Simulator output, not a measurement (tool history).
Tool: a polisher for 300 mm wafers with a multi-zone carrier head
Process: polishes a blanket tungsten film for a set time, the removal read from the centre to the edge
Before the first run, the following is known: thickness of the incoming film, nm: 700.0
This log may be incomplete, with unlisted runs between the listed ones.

run  hour  flow of slurry (ml/min)  pressure of the head's centre zone  pressure of the head's middle zone  pressure of the head's edge zone  abrasive content of the slurry  polishing time (s)  film removed at the wafer's centre (nm)  film removed at mid-radius (nm)  film removed at the wafer's edge (nm)
  1   0.0                      270                                1.00                                1.00                              1.00                            1.00                  45                                   284.04                           282.09                                 274.27
  2   7.6                      270                                0.96                                1.00                              1.00                            1.00                  45                                   275.17                           283.55                                 280.63
  3   9.1                      270                                0.96                                1.00                              1.00                            1.00                  35                                   215.73                           217.43                                 217.16
  4  11.4                      280                                1.00                                0.98                              1.04                            1.10                  37                                   239.61                           241.82                                 241.99
  5  12.2                      345                                1.00                                0.98                              1.04                            1.10                  37                                   248.16                           238.99                                 245.94
  6  16.0                      345                                1.07                                0.98                              1.04                            1.10                  37                                   257.72                           242.25                                 244.78
  7  19.7                      355                                1.10                                0.94                              1.05                            1.20                  38                                   277.51                           248.29                                 259.70
  8  23.1                      360                                1.12                                0.92                              1.06                            1.25                  39                                   294.27                           245.48                                 269.02
  9  24.2                      365                                1.13                                0.93                              1.08                            1.30                  40                                   308.36                           263.22                                 284.52
 10  26.6                      370                                1.14                                0.92                              1.09                            1.35                  40                                   315.07                           264.98                                 285.40

Run 11 has not been measured yet. What should we expect?
 11  34.7                      370                                1.15                                0.91                              1.11                            1.40                  41                                        ?                                ?                                      ?

film removed at the wafer's centre (nm): 325.88
film removed at mid-radius (nm): 276.19
film removed at the wafer's edge (nm): 295.79
